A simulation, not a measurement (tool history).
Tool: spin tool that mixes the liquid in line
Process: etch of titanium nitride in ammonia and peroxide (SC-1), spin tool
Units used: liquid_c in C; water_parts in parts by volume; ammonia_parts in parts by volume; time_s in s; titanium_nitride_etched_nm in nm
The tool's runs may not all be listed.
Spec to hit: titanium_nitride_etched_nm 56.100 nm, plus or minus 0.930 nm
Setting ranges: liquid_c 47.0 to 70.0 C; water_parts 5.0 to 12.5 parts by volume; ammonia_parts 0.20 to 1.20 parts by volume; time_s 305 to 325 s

run 1 day=0.000 | liquid_c=63.0 water_parts=7.0 ammonia_parts=0.85 time_s=305 | titanium_nitride_etched_nm=43.454
run 2 day=0.154 | liquid_c=69.5 water_parts=7.0 ammonia_parts=0.85 time_s=305 | titanium_nitride_etched_nm=65.156
run 3 day=0.454 | liquid_c=69.0 water_parts=7.0 ammonia_parts=0.85 time_s=305 | titanium_nitride_etched_nm=63.574
run 4 day=0.488 | liquid_c=68.5 water_parts=7.0 ammonia_parts=0.85 time_s=305 | titanium_nitride_etched_nm=61.323
run 5 day=0.775 | liquid_c=70.0 water_parts=7.0 ammonia_parts=0.85 time_s=305 | titanium_nitride_etched_nm=67.205
run 6 day=0.979 | liquid_c=69.0 water_parts=7.0 ammonia_parts=0.85 time_s=305 | titanium_nitride_etched_nm=62.927
run 7 day=1.112 | liquid_c=68.5 water_parts=7.0 ammonia_parts=0.85 time_s=305 | titanium_nitride_etched_nm=61.592
run 8 day=1.175 | liquid_c=68.0 water_parts=7.0 ammonia_parts=0.85 time_s=305 | titanium_nitride_etched_nm=59.403
run 9 day=1.217 | liquid_c=67.5 water_parts=7.0 ammonia_parts=0.85 time_s=305 | titanium_nitride_etched_nm=57.557

4 next moves are on the table. One of them brings every result within its allowed miss. Which?
run A day=1.258 | liquid_c=66.5 water_parts=7.0 ammonia_parts=0.90 time_s=325 | titanium_nitride_etched_nm=?
run B day=1.258 | liquid_c=68.5 water_parts=8.5 ammonia_parts=0.75 time_s=305 | titanium_nitride_etched_nm=?
run C day=1.258 | liquid_c=66.5 water_parts=7.5 ammonia_parts=0.85 time_s=325 | titanium_nitride_etched_nm=?
run D day=1.258 | liquid_c=66.0 water_parts=7.0 ammonia_parts=0.90 time_s=310 | titanium_nitride_etched_nm=?

move=A titanium_nitride_etched_nm=58.252
move=B titanium_nitride_etched_nm=54.850
move=C titanium_nitride_etched_nm=55.893
move=D titanium_nitride_etched_nm=53.836
A: further off than the last run
B: takes the biggest miss from the last run beyond its target
C: in spec on every target
D: takes the biggest miss from the last run beyond its target
Answer: C
